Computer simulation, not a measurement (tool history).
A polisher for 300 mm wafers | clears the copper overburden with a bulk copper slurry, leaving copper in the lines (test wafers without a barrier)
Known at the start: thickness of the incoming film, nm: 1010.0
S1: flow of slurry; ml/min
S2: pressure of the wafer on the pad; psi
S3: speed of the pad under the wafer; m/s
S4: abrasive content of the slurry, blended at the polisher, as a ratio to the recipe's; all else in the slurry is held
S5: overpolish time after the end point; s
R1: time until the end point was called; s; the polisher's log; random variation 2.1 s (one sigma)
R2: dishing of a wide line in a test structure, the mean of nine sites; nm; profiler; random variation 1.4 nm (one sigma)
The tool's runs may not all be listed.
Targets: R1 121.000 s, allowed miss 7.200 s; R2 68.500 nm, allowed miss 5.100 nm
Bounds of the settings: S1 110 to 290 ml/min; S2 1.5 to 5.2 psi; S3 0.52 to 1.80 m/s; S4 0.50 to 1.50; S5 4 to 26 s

Run 1, hour 0.0: S1 185 ml/min, S2 3.3 psi, S3 1.16 m/s, S4 1.00, S5 13 s. Result: R1 81.187 s, R2 78.088 nm.
Run 2, hour 7.5: S1 185 ml/min, S2 2.5 psi, S3 1.16 m/s, S4 1.00, S5 13 s. Result: R1 97.789 s, R2 65.258 nm.
Run 3, hour 11.7: S1 185 ml/min, S2 2.5 psi, S3 1.16 m/s, S4 1.10, S5 13 s. Result: R1 93.944 s, R2 65.646 nm.
Run 4, hour 16.3: S1 185 ml/min, S2 2.3 psi, S3 1.14 m/s, S4 1.10, S5 14 s. Result: R1 101.530 s, R2 66.305 nm.
Run 5, hour 24.9: S1 185 ml/min, S2 2.2 psi, S3 1.12 m/s, S4 1.10, S5 15 s. Result: R1 105.260 s, R2 63.592 nm.
Run 6, hour 31.6: S1 185 ml/min, S2 2.2 psi, S3 1.12 m/s, S4 1.10, S5 18 s. Result: R1 108.520 s, R2 71.881 nm.
Run 7, hour 39.1: S1 185 ml/min, S2 2.1 psi, S3 1.12 m/s, S4 1.10, S5 18 s. Result: R1 110.980 s, R2 68.362 nm.
Run 8, hour 46.5: S1 185 ml/min, S2 2.1 psi, S3 1.12 m/s, S4 1.10, S5 19 s. Result: R1 114.530 s, R2 70.310 nm.

4 next moves are on the table. One of them brings every result within its allowed miss. Which?
Run A, hour 53.9: S1 190 ml/min, S2 2.0 psi, S3 1.04 m/s, S4 1.20, S5 19 s. Result: R1 ?, R2 ?.
Run B, hour 53.9: S1 160 ml/min, S2 2.3 psi, S3 1.14 m/s, S4 1.05, S5 16 s. Result: R1 ?, R2 ?.
Run C, hour 53.9: S1 160 ml/min, S2 3.9 psi, S3 0.82 m/s, S4 0.85, S5 15 s. Result: R1 ?, R2 ?.
Run D, hour 53.9: S1 180 ml/min, S2 1.9 psi, S3 1.36 m/s, S4 0.85, S5 13 s. Result: R1 ?, R2 ?.

move       R1      R2
   A  119.190  71.077
   B  105.030  70.145
   C  103.320  71.419
   D  103.990  60.557
A: meets every target
B: further off than the last run
C: further off than the last run
D: further off than the last run
Answer: A
